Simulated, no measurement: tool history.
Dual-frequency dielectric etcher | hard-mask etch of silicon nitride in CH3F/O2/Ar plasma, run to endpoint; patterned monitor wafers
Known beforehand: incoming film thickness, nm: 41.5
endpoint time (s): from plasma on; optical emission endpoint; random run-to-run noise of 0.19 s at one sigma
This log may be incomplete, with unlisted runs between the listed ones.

{"run": 1, "hour": 0.0, "source power (W)": 290, "bias power (W)": 92, "endpoint time (s)": 59.267}
{"run": 2, "hour": 5.6, "source power (W)": 260, "bias power (W)": 92, "endpoint time (s)": 61.879}
{"run": 3, "hour": 7.6, "source power (W)": 230, "bias power (W)": 92, "endpoint time (s)": 63.977}
{"run": 4, "hour": 15.6, "source power (W)": 230, "bias power (W)": 100, "endpoint time (s)": 60.815}
{"run": 5, "hour": 21.2, "source power (W)": 250, "bias power (W)": 102, "endpoint time (s)": 58.569}
{"run": 6, "hour": 23.6, "source power (W)": 250, "bias power (W)": 91, "endpoint time (s)": 62.542}

Estimate the outcome of run 7 from the log above:
{"run": 7, "hour": 29.8, "source power (W)": 270, "bias power (W)": 93, "endpoint time (s)": "?"}

{"run 7": {"endpoint time (s)": 60.311}}
